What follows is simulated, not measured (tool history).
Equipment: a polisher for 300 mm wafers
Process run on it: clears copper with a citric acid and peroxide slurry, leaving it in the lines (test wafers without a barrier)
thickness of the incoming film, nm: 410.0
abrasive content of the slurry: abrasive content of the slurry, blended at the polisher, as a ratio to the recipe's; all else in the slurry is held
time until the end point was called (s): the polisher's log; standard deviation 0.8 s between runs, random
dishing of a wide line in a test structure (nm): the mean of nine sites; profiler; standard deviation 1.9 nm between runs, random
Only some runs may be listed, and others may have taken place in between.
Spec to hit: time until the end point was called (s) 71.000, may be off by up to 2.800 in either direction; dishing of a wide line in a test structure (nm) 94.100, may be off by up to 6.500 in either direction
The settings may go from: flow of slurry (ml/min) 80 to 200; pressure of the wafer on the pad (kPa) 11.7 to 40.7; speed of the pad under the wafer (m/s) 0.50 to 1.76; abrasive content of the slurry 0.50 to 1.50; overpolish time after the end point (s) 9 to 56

run  hour  flow of slurry (ml/min)  pressure of the wafer on the pad (kPa)  speed of the pad under the wafer (m/s)  abrasive content of the slurry  overpolish time after the end point (s)  time until the end point was called (s)  dishing of a wide line in a test structure (nm)
  1   0.0                      130                                    26.2                                    1.12                            1.00                                       29                                  101.970                                           62.964
  2   8.8                      130                                    26.2                                    1.12                            1.10                                       29                                   99.370                                           59.271
  3   9.9                      130                                    22.1                                    1.12                            1.10                                       29                                  120.270                                           54.352
  4  18.0                      160                                    22.1                                    1.12                            1.10                                       29                                  112.330                                           54.426
  5  27.0                      160                                    22.1                                    1.12                            1.10                                       34                                  113.990                                           61.795
  6  34.1                      180                                    22.1                                    1.12                            1.10                                       34                                  111.780                                           61.768
  7  38.6                      180                                    25.5                                    1.12                            1.10                                       35                                   96.754                                           70.014
  8  41.5                      185                                    32.4                                    1.14                            1.10                                       39                                   76.393                                           84.186
  9  50.0                      185                                    33.1                                    1.14                            1.10                                       40                                   73.183                                           83.713
 10  53.8                      185                                    33.1                                    1.14                            1.10                                       40                                   73.932                                           88.321
 11  57.0                      185                                    33.8                                    1.14                            1.10                                       41                                   71.389                                           88.328
 12  61.5                      185                                    33.8                                    1.14                            1.10                                       42                                   72.804                                           87.528

Exactly one of the 4 candidate moves below puts every result within its allowed miss. Which one?
  A  66.0                      190                                    29.6                                    1.26                            1.00                                       40                                        ?                                                ?
  B  66.0                      195                                    34.5                                    1.12                            1.05                                       48                                        ?                                                ?
  C  66.0                      185                                    31.0                                    1.22                            1.15                                       32                                        ?                                                ?
  D  66.0                      200                                    39.3                                    0.76                            1.05                                       36                                        ?                                                ?

move  time until the end point was called (s)  dishing of a wide line in a test structure (nm)
   A                                   77.964                                           80.425
   B                                   71.330                                           90.488
   C                                   74.199                                           74.962
   D                                   77.424                                           79.824
A: further off than the last run
B: all results land within tolerance of their targets
C: further off than the last run
D: further off than the last run
The move that meets every target is B.
